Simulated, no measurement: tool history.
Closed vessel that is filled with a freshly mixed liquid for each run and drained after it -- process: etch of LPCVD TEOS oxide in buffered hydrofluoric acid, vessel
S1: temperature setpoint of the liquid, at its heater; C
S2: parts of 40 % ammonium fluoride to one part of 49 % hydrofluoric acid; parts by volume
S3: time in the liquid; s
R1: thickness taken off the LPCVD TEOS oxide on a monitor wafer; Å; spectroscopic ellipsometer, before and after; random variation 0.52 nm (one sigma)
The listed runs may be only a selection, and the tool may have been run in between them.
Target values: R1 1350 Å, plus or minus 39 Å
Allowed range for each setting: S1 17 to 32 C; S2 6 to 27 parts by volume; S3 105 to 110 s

run	day	S1	S2	S3	R1
1	0	24	16.5	105	2510.1
2	0.283	22	17.5	105	2123.8
3	0.646	22	17.5	110	2221.7
4	0.862	22	20	110	1951.5
5	0.933	22	20	110	1952
6	0.971	22	20	105	1867.1
7	1.3	20.5	20.5	105	1678.7
8	1.642	20.5	20.5	105	1690.3
9	1.725	19.5	21	105	1561.1
10	1.825	19	21	105	1521.3
11	2.071	18.5	21	105	1480.8
12	2.446	18	21	105	1447.4
13	2.75	18	21	105	1435.9
14	2.946	18	21	105	1444.6
15	3.154	17.5	21	105	1393.2

Below are 4 possible settings for the next run. Only one of them brings all results inside the allowed miss of their targets. Which is it?
A	3.362	17	24	105	?
B	3.362	17	26	110	?
C	3.362	17.5	24	110	?
D	3.362	17.5	26	110	?

move	R1
A	1236.4
B	1225.4
C	1332.9
D	1261
A: the result that was furthest off in the last run now lies on the other side of its target
B: the result that was furthest off in the last run now lies on the other side of its target
C: each result inside its tolerance
D: the result that was furthest off in the last run now lies on the other side of its target
C meets every target.
